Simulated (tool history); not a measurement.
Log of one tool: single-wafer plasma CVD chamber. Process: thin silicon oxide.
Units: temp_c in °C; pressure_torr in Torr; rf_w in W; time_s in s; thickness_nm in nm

{"run": 1, "hour": 0.0, "temp_c": 405, "pressure_torr": 0.542, "rf_w": 235, "time_s": 4.48, "thickness_nm": 4.976}
{"run": 2, "hour": 8.4, "temp_c": 405, "pressure_torr": 0.542, "rf_w": 250, "time_s": 4.48, "thickness_nm": 5.1245}
{"run": 3, "hour": 13.8, "temp_c": 410, "pressure_torr": 0.542, "rf_w": 250, "time_s": 4.48, "thickness_nm": 5.1224}
{"run": 4, "hour": 20.5, "temp_c": 410, "pressure_torr": 0.513, "rf_w": 250, "time_s": 4.48, "thickness_nm": 4.8373}
{"run": 5, "hour": 25.5, "temp_c": 410, "pressure_torr": 0.492, "rf_w": 250, "time_s": 4.48, "thickness_nm": 4.7293}
{"run": 6, "hour": 30.2, "temp_c": 410, "pressure_torr": 0.47, "rf_w": 250, "time_s": 4.48, "thickness_nm": 4.4194}
{"run": 7, "hour": 33.0, "temp_c": 410, "pressure_torr": 0.462, "rf_w": 250, "time_s": 4.48, "thickness_nm": 4.4095}

Forecast run 8:
{"run": 8, "hour": 35.1, "temp_c": 410, "pressure_torr": 0.454, "rf_w": 250, "time_s": 4.48, "thickness_nm": "?"}

Run 8 gave thickness_nm 4.3078 nm.

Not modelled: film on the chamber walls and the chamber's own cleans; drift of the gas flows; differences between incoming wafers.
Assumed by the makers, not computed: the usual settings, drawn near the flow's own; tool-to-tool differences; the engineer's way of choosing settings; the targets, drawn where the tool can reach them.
